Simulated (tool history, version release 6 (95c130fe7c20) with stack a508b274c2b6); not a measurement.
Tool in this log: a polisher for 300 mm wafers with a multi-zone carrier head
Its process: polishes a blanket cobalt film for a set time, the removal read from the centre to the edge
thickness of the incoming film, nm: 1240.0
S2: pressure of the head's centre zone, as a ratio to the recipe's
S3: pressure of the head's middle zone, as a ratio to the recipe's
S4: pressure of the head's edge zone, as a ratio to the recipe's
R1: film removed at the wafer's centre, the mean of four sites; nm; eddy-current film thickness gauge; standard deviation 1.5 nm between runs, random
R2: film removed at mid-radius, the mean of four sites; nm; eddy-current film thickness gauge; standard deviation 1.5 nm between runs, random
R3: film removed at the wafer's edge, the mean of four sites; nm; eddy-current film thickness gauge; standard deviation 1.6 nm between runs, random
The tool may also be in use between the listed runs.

run 1 hour=0.0 | flow_of_slurry_(ml/min)=275 S2=1.00 S3=1.00 S4=1.00 polishing_time_(s)=41 | R1=265.34 R2=266.80 R3=269.25
run 2 hour=2.6 | flow_of_slurry_(ml/min)=275 S2=1.00 S3=1.00 S4=1.00 polishing_time_(s)=45 | R1=289.60 R2=296.28 R3=289.77
run 3 hour=9.0 | flow_of_slurry_(ml/min)=275 S2=1.00 S3=1.00 S4=1.00 polishing_time_(s)=35 | R1=226.94 R2=225.35 R3=225.01
run 4 hour=14.0 | flow_of_slurry_(ml/min)=270 S2=0.98 S3=0.98 S4=0.98 polishing_time_(s)=33 | R1=207.76 R2=206.65 R3=213.20
run 5 hour=18.7 | flow_of_slurry_(ml/min)=270 S2=0.98 S3=0.98 S4=0.96 polishing_time_(s)=31 | R1=196.68 R2=199.59 R3=200.45
run 6 hour=21.0 | flow_of_slurry_(ml/min)=305 S2=0.98 S3=0.98 S4=0.96 polishing_time_(s)=31 | R1=194.13 R2=199.82 R3=201.29
run 7 hour=27.6 | flow_of_slurry_(ml/min)=300 S2=0.98 S3=0.97 S4=0.94 polishing_time_(s)=29 | R1=184.20 R2=183.89 R3=184.99

Run 8 is up next; what results do you expect?
run 8 hour=34.8 | flow_of_slurry_(ml/min)=250 S2=0.88 S3=0.87 S4=0.84 polishing_time_(s)=24 | R1=? R2=? R3=?

R1: 133.95 nm
R2: 135.14 nm
R3: 143.12 nm
